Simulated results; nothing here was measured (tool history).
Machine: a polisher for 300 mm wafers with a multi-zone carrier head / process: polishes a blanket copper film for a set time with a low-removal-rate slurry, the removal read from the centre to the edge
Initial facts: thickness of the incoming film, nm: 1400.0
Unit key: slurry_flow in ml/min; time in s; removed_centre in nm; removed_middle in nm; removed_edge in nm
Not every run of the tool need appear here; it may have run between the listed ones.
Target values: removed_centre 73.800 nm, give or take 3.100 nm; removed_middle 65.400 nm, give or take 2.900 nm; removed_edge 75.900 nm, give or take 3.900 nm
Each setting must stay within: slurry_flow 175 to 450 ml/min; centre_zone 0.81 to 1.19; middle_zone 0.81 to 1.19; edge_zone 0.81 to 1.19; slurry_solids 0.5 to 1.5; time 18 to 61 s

run	hour	slurry_flow	centre_zone	middle_zone	edge_zone	slurry_solids	time	removed_centre	removed_middle	removed_edge
1	0.0	290	1.00	1.00	1.00	1.0	39	125.190	119.080	120.640
2	4.2	240	1.00	1.00	1.00	1.0	39	119.910	114.160	118.290
3	8.6	240	1.03	1.00	1.00	1.0	39	119.690	114.840	118.170
4	17.5	240	1.03	1.00	1.00	1.0	29	89.753	87.482	87.359
5	18.8	240	1.03	1.00	1.00	1.0	22	69.347	64.337	66.225
6	20.0	240	1.03	1.00	1.07	1.0	22	68.541	64.993	69.710
7	21.7	245	1.04	0.99	1.08	1.0	22	68.711	63.913	71.321
8	26.7	250	1.05	0.99	1.08	1.0	22	70.601	65.192	69.454

Which one of the following 4 next-run settings gets every result inside its allowed miss? There is exactly one.
A	31.7	240	1.03	0.90	1.12	1.1	23	?	?	?
B	31.7	350	1.17	1.12	1.04	1.1	20	?	?	?
C	31.7	185	0.95	0.93	1.15	0.7	26	?	?	?
D	31.7	350	1.10	1.12	1.05	0.9	20	?	?	?

move	removed_centre	removed_middle	removed_edge
A	74.157	65.661	73.487
B	76.005	67.588	63.782
C	67.949	66.275	74.461
D	68.968	64.925	61.498
A: meets every target
B: lands further from the targets than the last run did
C: corrects the largest miss of the last run, while another result sits out of spec
D: lands further from the targets than the last run did
So the answer is move A, the one that meets all the targets.
